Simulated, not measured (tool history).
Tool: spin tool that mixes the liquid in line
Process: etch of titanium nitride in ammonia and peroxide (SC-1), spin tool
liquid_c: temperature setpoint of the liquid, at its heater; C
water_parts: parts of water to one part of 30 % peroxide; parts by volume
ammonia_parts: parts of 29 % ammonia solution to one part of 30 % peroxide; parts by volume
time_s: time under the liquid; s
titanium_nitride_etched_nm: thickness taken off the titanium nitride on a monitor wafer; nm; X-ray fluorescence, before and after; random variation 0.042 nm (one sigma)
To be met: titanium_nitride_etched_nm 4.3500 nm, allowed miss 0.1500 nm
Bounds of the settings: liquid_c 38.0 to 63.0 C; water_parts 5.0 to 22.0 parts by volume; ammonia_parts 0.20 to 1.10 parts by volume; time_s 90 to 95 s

run  hour  liquid_c  water_parts  ammonia_parts  time_s  titanium_nitride_etched_nm
  1   0.0      47.0         12.5           0.60      90                      6.3708
  2   1.0      47.0         12.5           0.60      90                      6.5369
  3   4.7      47.0         12.5           0.60      95                      6.6645
  4   8.9      46.5         12.5           0.60      95                      6.5960
  5  11.2      46.5         11.0           0.60      95                      7.0030
  6  13.4      46.5         11.0           0.60      95                      6.9294
  7  20.6      45.5         11.0           0.60      95                      6.5216
  8  21.6      45.5         11.0           0.60      95                      6.5059
  9  27.2      39.0         11.0           0.60      95                      4.0569
 10  33.8      39.5         11.0           0.60      95                      4.1766
 11  40.2      39.5         11.0           0.60      95                      4.2320

Which of these 5 next moves meets every target?
  A  46.6      38.5          7.5           0.25      95                           ?
  B  46.6      40.0          9.5           0.40      95                           ?
  C  46.6      38.0          9.5           0.65      95                           ?
  D  46.6      41.5         13.5           0.55      90                           ?
  E  46.6      41.0         13.5           0.60      90                           ?

move  titanium_nitride_etched_nm
   A                      4.1148
   B                      4.4309
   C                      4.1485
   D                      4.1182
   E                      4.0311
A: further off than the last run
B: meets every target
C: further off than the last run
D: further off than the last run
E: further off than the last run
Answer: B

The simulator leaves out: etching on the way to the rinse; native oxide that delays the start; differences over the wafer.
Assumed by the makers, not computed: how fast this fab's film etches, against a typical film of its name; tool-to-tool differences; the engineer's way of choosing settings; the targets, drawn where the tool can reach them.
